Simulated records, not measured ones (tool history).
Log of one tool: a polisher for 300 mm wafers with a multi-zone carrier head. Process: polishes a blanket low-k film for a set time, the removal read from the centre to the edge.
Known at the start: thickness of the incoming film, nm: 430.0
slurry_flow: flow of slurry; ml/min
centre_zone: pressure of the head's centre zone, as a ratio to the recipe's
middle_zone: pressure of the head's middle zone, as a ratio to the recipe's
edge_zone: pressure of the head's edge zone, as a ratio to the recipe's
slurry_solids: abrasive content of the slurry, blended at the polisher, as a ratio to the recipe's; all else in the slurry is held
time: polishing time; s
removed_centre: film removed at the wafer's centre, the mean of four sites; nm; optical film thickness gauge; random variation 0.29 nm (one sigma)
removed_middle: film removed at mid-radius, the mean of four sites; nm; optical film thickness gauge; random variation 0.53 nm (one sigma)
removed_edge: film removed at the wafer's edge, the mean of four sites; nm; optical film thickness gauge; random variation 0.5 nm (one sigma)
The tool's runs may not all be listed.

| run | hour | slurry_flow | centre_zone | middle_zone | edge_zone | slurry_solids | time | removed_centre | removed_middle | removed_edge |
|---|---|---|---|---|---|---|---|---|---|---|
| 1 | 0.0 | 280 | 1.00 | 1.00 | 1.00 | 1.00 | 84 | 32.645 | 33.247 | 30.807 |
| 2 | 2.3 | 285 | 1.00 | 1.02 | 1.03 | 1.05 | 84 | 33.482 | 34.252 | 32.816 |
| 3 | 3.3 | 285 | 1.08 | 1.02 | 1.03 | 1.05 | 84 | 36.550 | 33.980 | 32.945 |
| 4 | 8.1 | 290 | 1.07 | 1.05 | 1.04 | 1.05 | 84 | 36.248 | 34.607 | 33.237 |
| 5 | 17.1 | 290 | 1.06 | 1.07 | 1.04 | 1.05 | 84 | 35.913 | 35.652 | 33.334 |
| 6 | 19.0 | 295 | 1.05 | 1.09 | 1.05 | 1.05 | 84 | 35.595 | 36.674 | 33.427 |
| 7 | 27.2 | 300 | 1.05 | 1.10 | 1.06 | 1.05 | 84 | 35.663 | 36.318 | 33.094 |
| 8 | 28.0 | 295 | 1.04 | 1.11 | 1.07 | 1.10 | 84 | 35.915 | 38.798 | 34.783 |

The next listed run, before its measurement:
| 9 | 34.3 | 295 | 1.04 | 1.11 | 1.08 | 1.10 | 84 | ? | ? | ? |

removed_centre: 35.986 nm
removed_middle: 37.056 nm
removed_edge: 33.568 nm
